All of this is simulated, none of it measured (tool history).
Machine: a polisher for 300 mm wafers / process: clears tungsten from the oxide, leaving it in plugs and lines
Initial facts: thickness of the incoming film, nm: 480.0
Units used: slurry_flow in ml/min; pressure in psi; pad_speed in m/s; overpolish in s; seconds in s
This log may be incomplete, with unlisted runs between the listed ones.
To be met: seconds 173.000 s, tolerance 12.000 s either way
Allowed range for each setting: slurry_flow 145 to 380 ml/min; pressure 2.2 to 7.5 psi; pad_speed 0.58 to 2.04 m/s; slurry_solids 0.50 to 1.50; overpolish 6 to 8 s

| run | hour | slurry_flow | pressure | pad_speed | slurry_solids | overpolish | seconds |
|---|---|---|---|---|---|---|---|
| 1 | 0.0 | 245 | 4.8 | 1.30 | 1.00 | 8 | 70.599 |
| 2 | 6.2 | 245 | 4.8 | 1.50 | 1.00 | 8 | 64.402 |
| 3 | 7.7 | 245 | 4.8 | 1.50 | 1.00 | 6 | 64.461 |
| 4 | 10.6 | 245 | 5.6 | 1.50 | 1.00 | 6 | 55.127 |
| 5 | 17.8 | 245 | 5.6 | 1.50 | 1.00 | 8 | 54.649 |
| 6 | 21.2 | 290 | 5.6 | 1.50 | 1.00 | 8 | 54.270 |
| 7 | 26.6 | 290 | 5.0 | 1.36 | 1.00 | 8 | 63.713 |
| 8 | 33.2 | 235 | 3.6 | 1.00 | 0.75 | 8 | 124.270 |
| 9 | 38.5 | 235 | 3.4 | 0.98 | 0.75 | 8 | 134.220 |
| 10 | 45.3 | 235 | 3.2 | 0.98 | 0.75 | 8 | 142.950 |
| 11 | 54.0 | 235 | 3.2 | 0.98 | 0.75 | 8 | 142.090 |
| 12 | 59.4 | 235 | 3.1 | 0.98 | 0.75 | 8 | 148.760 |
| 13 | 67.6 | 235 | 3.0 | 0.98 | 0.75 | 8 | 150.620 |
| 14 | 69.7 | 235 | 2.9 | 0.98 | 0.75 | 8 | 156.850 |
| 15 | 71.8 | 235 | 2.8 | 0.98 | 0.75 | 8 | 152.990 |

4 next moves are on the table. One of them brings every result within its allowed miss. Which?
| A | 73.9 | 215 | 3.1 | 1.18 | 0.70 | 8 | ? |
| B | 73.9 | 240 | 3.2 | 1.00 | 0.80 | 8 | ? |
| C | 73.9 | 260 | 2.9 | 0.86 | 0.75 | 8 | ? |
| D | 73.9 | 280 | 3.0 | 1.04 | 0.55 | 6 | ? |

| move | seconds |
|---|---|
| A | 129.570 |
| B | 139.940 |
| C | 174.720 |
| D | 152.820 |
A: moves away from the targets compared with the last run
B: moves away from the targets compared with the last run
C: in spec on every target
D: as far off as the last run
C is the move that brings every result within its allowed miss.

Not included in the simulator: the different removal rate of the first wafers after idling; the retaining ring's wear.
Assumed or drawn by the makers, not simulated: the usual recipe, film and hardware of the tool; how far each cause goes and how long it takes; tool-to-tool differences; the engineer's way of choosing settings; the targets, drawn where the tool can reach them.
